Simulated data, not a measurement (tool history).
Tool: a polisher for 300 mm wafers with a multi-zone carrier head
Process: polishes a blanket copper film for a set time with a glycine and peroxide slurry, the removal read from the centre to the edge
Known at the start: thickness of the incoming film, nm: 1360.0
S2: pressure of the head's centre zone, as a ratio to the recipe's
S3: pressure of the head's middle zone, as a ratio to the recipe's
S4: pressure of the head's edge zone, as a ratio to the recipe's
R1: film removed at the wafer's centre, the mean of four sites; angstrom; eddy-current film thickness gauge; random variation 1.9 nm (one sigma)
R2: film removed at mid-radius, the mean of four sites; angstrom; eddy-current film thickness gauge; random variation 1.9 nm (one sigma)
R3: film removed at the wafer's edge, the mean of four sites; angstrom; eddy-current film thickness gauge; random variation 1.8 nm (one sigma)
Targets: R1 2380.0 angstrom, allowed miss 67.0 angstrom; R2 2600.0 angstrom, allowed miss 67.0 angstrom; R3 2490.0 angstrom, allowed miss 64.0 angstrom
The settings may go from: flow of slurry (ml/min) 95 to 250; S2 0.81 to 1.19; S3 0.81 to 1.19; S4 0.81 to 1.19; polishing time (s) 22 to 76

{"run": 1, "hour": 0.0, "flow of slurry (ml/min)": 160, "S2": 1.0, "S3": 1.0, "S4": 1.0, "polishing time (s)": 49, "R1": 2725.1, "R2": 2743.0, "R3": 2763.3}
{"run": 2, "hour": 6.7, "flow of slurry (ml/min)": 145, "S2": 0.98, "S3": 1.01, "S4": 0.97, "polishing time (s)": 49, "R1": 2595.1, "R2": 2719.9, "R3": 2708.1}
{"run": 3, "hour": 8.6, "flow of slurry (ml/min)": 135, "S2": 0.98, "S3": 1.01, "S4": 0.93, "polishing time (s)": 49, "R1": 2552.3, "R2": 2699.8, "R3": 2575.7}
{"run": 4, "hour": 13.8, "flow of slurry (ml/min)": 135, "S2": 0.98, "S3": 1.01, "S4": 0.98, "polishing time (s)": 49, "R1": 2596.8, "R2": 2701.1, "R3": 2690.6}
{"run": 5, "hour": 21.4, "flow of slurry (ml/min)": 135, "S2": 0.98, "S3": 1.01, "S4": 0.93, "polishing time (s)": 49, "R1": 2603.3, "R2": 2696.7, "R3": 2605.6}
{"run": 6, "hour": 28.4, "flow of slurry (ml/min)": 135, "S2": 0.98, "S3": 1.09, "S4": 0.93, "polishing time (s)": 49, "R1": 2547.0, "R2": 2860.1, "R3": 2602.4}
{"run": 7, "hour": 32.4, "flow of slurry (ml/min)": 135, "S2": 0.98, "S3": 1.09, "S4": 0.93, "polishing time (s)": 49, "R1": 2552.6, "R2": 2872.1, "R3": 2580.1}
{"run": 8, "hour": 39.4, "flow of slurry (ml/min)": 125, "S2": 0.97, "S3": 1.06, "S4": 0.93, "polishing time (s)": 49, "R1": 2505.8, "R2": 2737.9, "R3": 2605.5}
{"run": 9, "hour": 45.2, "flow of slurry (ml/min)": 120, "S2": 0.96, "S3": 1.06, "S4": 0.91, "polishing time (s)": 49, "R1": 2460.6, "R2": 2765.6, "R3": 2528.6}

5 next moves are on the table. One of them brings every result within its allowed miss. Which?
{"run": "A", "hour": 51.0, "flow of slurry (ml/min)": 135, "S2": 0.99, "S3": 1.05, "S4": 1.03, "polishing time (s)": 47, "R1": "?", "R2": "?", "R3": "?"}
{"run": "B", "hour": 51.0, "flow of slurry (ml/min)": 110, "S2": 0.94, "S3": 1.0, "S4": 0.86, "polishing time (s)": 50, "R1": "?", "R2": "?", "R3": "?"}
{"run": "C", "hour": 51.0, "flow of slurry (ml/min)": 95, "S2": 0.97, "S3": 1.04, "S4": 0.89, "polishing time (s)": 55, "R1": "?", "R2": "?", "R3": "?"}
{"run": "D", "hour": 51.0, "flow of slurry (ml/min)": 105, "S2": 1.03, "S3": 1.19, "S4": 1.0, "polishing time (s)": 44, "R1": "?", "R2": "?", "R3": "?"}
{"run": "E", "hour": 51.0, "flow of slurry (ml/min)": 125, "S2": 0.93, "S3": 1.09, "S4": 0.87, "polishing time (s)": 49, "R1": "?", "R2": "?", "R3": "?"}

move=A R1=2483.2 R2=2666.6 R3=2646.9
move=B R1=2356.7 R2=2582.0 R3=2490.8
move=C R1=2524.1 R2=2788.6 R3=2690.6
move=D R1=2230.1 R2=2575.1 R3=2322.4
move=E R1=2384.7 R2=2811.7 R3=2513.2
A: brings the result that was furthest off to its target, and leaves another outside
B: meets every target
C: further off than the last run
D: brings the result that was furthest off to its target, and leaves another outside
E: further off than the last run
The right move is B.
